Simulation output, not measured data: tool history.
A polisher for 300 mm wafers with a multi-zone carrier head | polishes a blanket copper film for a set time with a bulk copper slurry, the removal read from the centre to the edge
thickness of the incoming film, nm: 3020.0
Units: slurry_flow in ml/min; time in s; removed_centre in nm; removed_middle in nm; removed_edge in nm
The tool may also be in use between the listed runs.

run	hour	slurry_flow	centre_zone	middle_zone	edge_zone	slurry_solids	time	removed_centre	removed_middle	removed_edge
1	0	130	1	1	1	1	86	576.4	631.99	655.33
2	2.1	130	1	1	1	0.85	86	563.88	616.84	627.67
3	11.1	100	1	1	1	0.85	86	540	585.36	611.4
4	12.2	100	1	1	1	0.95	86	541.12	601.17	628.69
5	12.8	125	1.06	1.02	0.99	1.1	91	654.11	669.17	695.06
# hour 14.7: centre zone pressure recalibrated
6	14.7	125	1.06	1.02	0.99	0.95	91	692	657.11	691.16
7	20.7	140	1.08	1.08	1	1.05	94	771.81	748.62	715.62
8	26.7	150	1.09	1.09	1.03	1.2	96	803.67	809.17	772.86

The next listed run, before its measurement:
9	32.3	160	1.11	1.1	1.05	1.25	97	?	?	?

{"run 9": {"removed_centre": 853.28, "removed_middle": 815.55, "removed_edge": 790.12}}

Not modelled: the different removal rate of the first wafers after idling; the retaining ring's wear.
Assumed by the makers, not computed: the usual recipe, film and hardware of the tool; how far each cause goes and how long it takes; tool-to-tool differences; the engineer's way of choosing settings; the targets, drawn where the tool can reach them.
